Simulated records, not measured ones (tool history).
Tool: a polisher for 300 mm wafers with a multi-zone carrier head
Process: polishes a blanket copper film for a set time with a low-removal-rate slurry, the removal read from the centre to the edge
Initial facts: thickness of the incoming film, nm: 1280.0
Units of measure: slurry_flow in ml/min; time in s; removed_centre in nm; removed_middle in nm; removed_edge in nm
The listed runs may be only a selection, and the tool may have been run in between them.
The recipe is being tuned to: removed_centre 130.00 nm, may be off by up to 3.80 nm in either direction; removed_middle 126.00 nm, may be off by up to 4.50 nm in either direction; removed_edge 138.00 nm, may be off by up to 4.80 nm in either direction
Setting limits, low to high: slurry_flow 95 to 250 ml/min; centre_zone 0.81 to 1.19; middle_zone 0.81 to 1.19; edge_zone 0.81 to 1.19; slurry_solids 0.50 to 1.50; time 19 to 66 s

run  hour  slurry_flow  centre_zone  middle_zone  edge_zone  slurry_solids  time  removed_centre  removed_middle  removed_edge
  1   0.0          160         1.00         1.00       1.00           1.00    42          114.37          115.44        115.36
  2   3.5          165         1.00         1.00       1.02           1.00    42          114.36          115.24        118.07
  3   4.1          170         1.00         1.00       1.03           1.00    42          114.32          117.65        118.68
  4   5.9          175         1.01         0.99       1.04           1.00    42          114.88          117.17        119.41
  5   6.7          175         0.97         0.99       1.04           1.00    42          111.99          116.24        119.23
  6  11.5          175         0.97         0.99       1.04           1.15    42          117.45          122.69        123.90
  7  13.6          180         0.98         0.98       1.05           1.15    42          117.61          119.33        124.71
  8  16.7          220         1.03         1.00       1.14           1.30    42          133.26          130.72        138.03

Which one of the following 4 next-run settings gets every result inside its allowed miss? There is exactly one.
  A  19.8          175         0.99         0.92       1.08           1.40    44               ?               ?             ?
  B  19.8          175         1.03         1.05       1.17           1.35    42               ?               ?             ?
  C  19.8          245         0.99         0.97       1.19           1.20    45               ?               ?             ?
  D  19.8          240         1.06         0.94       1.10           1.20    43               ?               ?             ?

move  removed_centre  removed_middle  removed_edge
   A          130.52          125.37        140.41
   B          128.58          132.47        138.09
   C          135.67          135.38        150.44
   D          138.46          125.65        137.83
A: every result within its allowed miss
B: further off than the last run
C: further off than the last run
D: the worst result of the last run now meets its target, but another is out of spec
A is the move that brings every result within its allowed miss.

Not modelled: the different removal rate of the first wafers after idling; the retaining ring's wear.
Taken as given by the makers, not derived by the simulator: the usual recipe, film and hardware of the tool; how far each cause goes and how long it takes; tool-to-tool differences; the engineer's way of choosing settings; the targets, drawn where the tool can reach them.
